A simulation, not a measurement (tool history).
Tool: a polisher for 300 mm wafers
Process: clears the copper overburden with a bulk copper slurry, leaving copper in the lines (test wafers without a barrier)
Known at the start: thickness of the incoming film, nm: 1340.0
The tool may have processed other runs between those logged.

run	hour	flow of slurry (ml/min)	pressure of the wafer on the pad (psi)	speed of the pad under the wafer (cm/s)	abrasive content of the slurry	overpolish time after the end point (s)	time until the end point was called (s)	dishing of a wide line in a test structure (angstrom)
1	0	125	3.1	124	1	17	117.41	777.3
2	3.6	125	3.2	124	1	17	115.86	788.86
3	9.2	125	3.3	124	1	17	109.01	784.06
4	14.2	125	2.6	124	1	17	140.76	682.44
5	21.2	130	2.8	124	1	17	128.31	726.11
6	29.5	135	2.9	124	1	17	122.04	740.8

What does the tool deliver on the next run?
# hour 30.7: slurry blender recalibrated
7	30.7	140	3	124	1	17	?	?

time until the end point was called (s): 112.93
dishing of a wide line in a test structure (angstrom): 772.47
